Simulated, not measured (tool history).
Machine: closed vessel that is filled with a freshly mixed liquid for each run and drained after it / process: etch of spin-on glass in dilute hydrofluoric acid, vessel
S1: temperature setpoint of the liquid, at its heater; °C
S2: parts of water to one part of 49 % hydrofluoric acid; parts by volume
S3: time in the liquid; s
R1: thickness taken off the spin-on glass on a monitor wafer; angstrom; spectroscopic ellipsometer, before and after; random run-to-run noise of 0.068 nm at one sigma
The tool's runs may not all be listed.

Run 1, hour 0: S1 20 °C, S2 275 parts by volume, S3 105 s. Result: R1 79.244 angstrom.
Run 2, hour 1.3: S1 20 °C, S2 375 parts by volume, S3 105 s. Result: R1 53.932 angstrom.
Run 3, hour 7.3: S1 17 °C, S2 375 parts by volume, S3 105 s. Result: R1 48.389 angstrom.
Run 4, hour 14.5: S1 18.5 °C, S2 355 parts by volume, S3 105 s. Result: R1 54.958 angstrom.
Run 5, hour 15.8: S1 18.5 °C, S2 450 parts by volume, S3 105 s. Result: R1 39.719 angstrom.
Run 6, hour 20.3: S1 19.5 °C, S2 420 parts by volume, S3 105 s. Result: R1 45.402 angstrom.
Run 7, hour 22.4: S1 20.5 °C, S2 395 parts by volume, S3 105 s. Result: R1 51.231 angstrom.
Run 8, hour 28.2: S1 21.5 °C, S2 370 parts by volume, S3 105 s. Result: R1 57.678 angstrom.
Run 9, hour 33.4: S1 22.5 °C, S2 350 parts by volume, S3 105 s. Result: R1 64.497 angstrom.

What will run 10 give?
Run 10, hour 34.1: S1 26.5 °C, S2 240 parts by volume, S3 105 s. Result: R1 ?.

{"run 10": {"R1": 120.11}}
